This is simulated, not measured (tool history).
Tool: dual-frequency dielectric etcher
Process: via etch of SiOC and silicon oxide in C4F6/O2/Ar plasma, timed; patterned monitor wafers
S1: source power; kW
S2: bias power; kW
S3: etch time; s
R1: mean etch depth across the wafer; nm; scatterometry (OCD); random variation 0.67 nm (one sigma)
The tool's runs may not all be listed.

{"run": 1, "hour": 0.0, "S1": 0.4, "S2": 0.15, "S3": 85.5, "R1": 99.243}
{"run": 2, "hour": 1.4, "S1": 0.4, "S2": 0.173, "S3": 85.5, "R1": 105.29}
{"run": 3, "hour": 9.4, "S1": 0.41, "S2": 0.174, "S3": 85.5, "R1": 105.08}
{"run": 4, "hour": 18.1, "S1": 0.41, "S2": 0.174, "S3": 85.5, "R1": 106.51}
{"run": 5, "hour": 25.4, "S1": 0.46, "S2": 0.174, "S3": 85.5, "R1": 110.53}
{"run": 6, "hour": 27.8, "S1": 0.46, "S2": 0.185, "S3": 85.5, "R1": 112.16}

The next listed run, before its measurement:
{"run": 7, "hour": 32.5, "S1": 0.47, "S2": 0.186, "S3": 85.5, "R1": "?"}

Run 7 gave R1 114.240 nm.
